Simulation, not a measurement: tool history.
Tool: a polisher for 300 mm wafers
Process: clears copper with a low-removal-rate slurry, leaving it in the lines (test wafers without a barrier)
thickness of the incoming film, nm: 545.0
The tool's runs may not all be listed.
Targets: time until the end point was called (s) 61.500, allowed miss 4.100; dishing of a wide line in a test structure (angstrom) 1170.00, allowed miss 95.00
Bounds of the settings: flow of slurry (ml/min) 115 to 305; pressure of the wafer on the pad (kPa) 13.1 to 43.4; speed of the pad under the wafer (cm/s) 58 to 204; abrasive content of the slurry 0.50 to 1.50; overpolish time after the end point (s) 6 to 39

| run | hour | flow of slurry (ml/min) | pressure of the wafer on the pad (kPa) | speed of the pad under the wafer (cm/s) | abrasive content of the slurry | overpolish time after the end point (s) | time until the end point was called (s) | dishing of a wide line in a test structure (angstrom) |
|---|---|---|---|---|---|---|---|---|
| 1 | 0.0 | 195 | 28.3 | 130 | 1.00 | 20 | 69.050 | 756.11 |
| 2 | 4.8 | 195 | 28.3 | 130 | 1.00 | 14 | 70.080 | 560.29 |
| 3 | 13.3 | 195 | 29.0 | 130 | 1.00 | 18 | 68.342 | 701.10 |
| 4 | 20.6 | 195 | 29.0 | 130 | 1.20 | 18 | 66.343 | 711.94 |
| 5 | 28.5 | 195 | 29.6 | 130 | 1.20 | 21 | 64.959 | 815.86 |
| 6 | 33.1 | 195 | 29.6 | 130 | 1.35 | 21 | 64.261 | 810.85 |
| 7 | 40.3 | 195 | 30.3 | 130 | 1.35 | 23 | 60.500 | 886.17 |
| 8 | 47.4 | 195 | 30.3 | 130 | 1.35 | 25 | 60.517 | 962.34 |
| 9 | 50.1 | 195 | 30.3 | 130 | 1.35 | 27 | 61.788 | 975.53 |
| 10 | 51.1 | 195 | 30.3 | 130 | 1.35 | 29 | 61.014 | 1012.80 |
| 11 | 59.0 | 195 | 30.3 | 130 | 1.35 | 31 | 61.813 | 1068.30 |
|  | 61.3 | head pressure recalibrated |
| 12 | 61.3 | 195 | 30.3 | 130 | 1.35 | 32 | 67.381 | 1030.10 |
| 13 | 66.4 | 195 | 30.3 | 130 | 1.35 | 32 | 65.379 | 1012.80 |

Which of these 5 next moves meets every target?
| A | 71.5 | 190 | 26.9 | 150 | 1.30 | 23 | ? | ? |
| B | 71.5 | 180 | 33.8 | 102 | 1.25 | 39 | ? | ? |
| C | 71.5 | 125 | 29.6 | 156 | 1.45 | 38 | ? | ? |
| D | 71.5 | 170 | 26.9 | 144 | 1.25 | 39 | ? | ? |
| E | 71.5 | 210 | 31.0 | 124 | 1.35 | 31 | ? | ? |

| move | time until the end point was called (s) | dishing of a wide line in a test structure (angstrom) |
|---|---|---|
| A | 66.876 | 844.41 |
| B | 71.435 | 1139.60 |
| C | 60.891 | 1185.80 |
| D | 70.299 | 1102.60 |
| E | 65.761 | 1040.10 |
A: further off than the last run
B: brings the result that was furthest off to its target, and leaves another outside
C: meets every target
D: brings the result that was furthest off to its target, and leaves another outside
E: nearer than the last run, and not there yet
Answer: C

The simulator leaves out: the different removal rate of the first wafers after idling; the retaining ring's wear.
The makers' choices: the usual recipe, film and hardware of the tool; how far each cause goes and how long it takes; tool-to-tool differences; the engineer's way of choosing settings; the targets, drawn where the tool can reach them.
